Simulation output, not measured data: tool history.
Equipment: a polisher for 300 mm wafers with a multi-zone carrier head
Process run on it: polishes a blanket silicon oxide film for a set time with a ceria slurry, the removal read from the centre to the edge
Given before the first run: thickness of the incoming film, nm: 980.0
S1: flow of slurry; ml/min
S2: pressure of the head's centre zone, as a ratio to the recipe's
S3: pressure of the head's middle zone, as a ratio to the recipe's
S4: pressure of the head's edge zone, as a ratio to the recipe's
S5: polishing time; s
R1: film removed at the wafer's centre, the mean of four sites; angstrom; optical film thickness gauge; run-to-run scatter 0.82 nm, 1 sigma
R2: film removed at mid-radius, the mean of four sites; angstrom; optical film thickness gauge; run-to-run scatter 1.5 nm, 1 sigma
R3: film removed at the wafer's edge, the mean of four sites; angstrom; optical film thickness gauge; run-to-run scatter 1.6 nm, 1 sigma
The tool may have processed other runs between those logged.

run	day	S1	S2	S3	S4	S5	R1	R2	R3
1	0.000	270	1.00	1.00	1.00	35	1475.5	1388.7	1409.9
2	0.279	270	1.07	1.00	1.00	35	1567.3	1407.5	1439.7
3	0.333	325	1.07	1.00	1.00	35	1584.6	1421.5	1427.9
4	0.604	330	1.03	1.01	0.97	34	1507.3	1369.8	1361.3
5	0.762	330	0.98	1.01	0.97	34	1426.3	1400.3	1390.0
6	1.046	330	0.98	1.01	0.97	30	1254.2	1221.8	1219.4
7	1.288	330	0.97	1.03	0.96	30	1253.5	1268.3	1229.6

Predict the results of run 8:
8	1.504	330	0.96	1.04	0.94	30	?	?	?

R1: 1227.5 angstrom
R2: 1259.8 angstrom
R3: 1190.6 angstrom

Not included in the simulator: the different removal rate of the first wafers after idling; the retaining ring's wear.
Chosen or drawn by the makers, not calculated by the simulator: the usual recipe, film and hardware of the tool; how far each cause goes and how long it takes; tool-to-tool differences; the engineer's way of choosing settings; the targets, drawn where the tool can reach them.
